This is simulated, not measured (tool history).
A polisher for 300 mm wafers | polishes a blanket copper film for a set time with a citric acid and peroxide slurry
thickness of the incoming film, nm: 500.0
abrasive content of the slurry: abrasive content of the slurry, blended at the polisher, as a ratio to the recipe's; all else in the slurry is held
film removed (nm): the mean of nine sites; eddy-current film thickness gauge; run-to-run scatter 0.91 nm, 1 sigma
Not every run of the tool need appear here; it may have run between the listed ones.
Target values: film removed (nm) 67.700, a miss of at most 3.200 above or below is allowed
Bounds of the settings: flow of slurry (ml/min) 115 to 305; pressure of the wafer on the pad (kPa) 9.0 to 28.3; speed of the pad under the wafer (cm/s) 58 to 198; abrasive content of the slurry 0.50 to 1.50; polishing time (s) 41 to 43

run	hour	flow of slurry (ml/min)	pressure of the wafer on the pad (kPa)	speed of the pad under the wafer (cm/s)	abrasive content of the slurry	polishing time (s)	film removed (nm)
1	0.0	195	18.6	128	1.00	41	93.656
2	8.1	195	17.2	126	1.00	41	86.671
3	11.1	195	15.9	126	1.00	41	80.210
4	15.5	195	15.2	126	1.00	41	79.378
5	19.0	195	15.2	126	1.00	43	82.548
6	25.0	195	13.8	126	1.00	43	78.856
# hour 30.2: slurry blender recalibrated
7	30.2	195	13.1	126	1.00	43	78.624
8	31.0	195	12.4	126	1.00	43	77.108
9	38.0	195	11.7	126	1.00	43	75.322
10	40.9	195	11.7	126	1.00	43	73.986
11	48.5	195	11.0	126	1.00	43	71.092

Exercise: of the 5 proposed moves below, exactly one satisfies all targets within the stated allowed misses. Which move is it?
A	56.1	215	13.1	126	1.00	41	?
B	56.1	170	9.0	124	1.15	41	?
C	56.1	190	11.0	134	1.00	43	?
D	56.1	225	13.1	112	1.10	43	?
E	56.1	190	9.0	130	1.35	41	?

move	film removed (nm)
A	76.883
B	61.508
C	76.190
D	74.169
E	68.172
A: the biggest miss grows against the last run
B: moves the result that the last run missed by most past its target, out the other side
C: the biggest miss grows against the last run
D: the biggest miss grows against the last run
E: each result inside its tolerance
The right move is E.
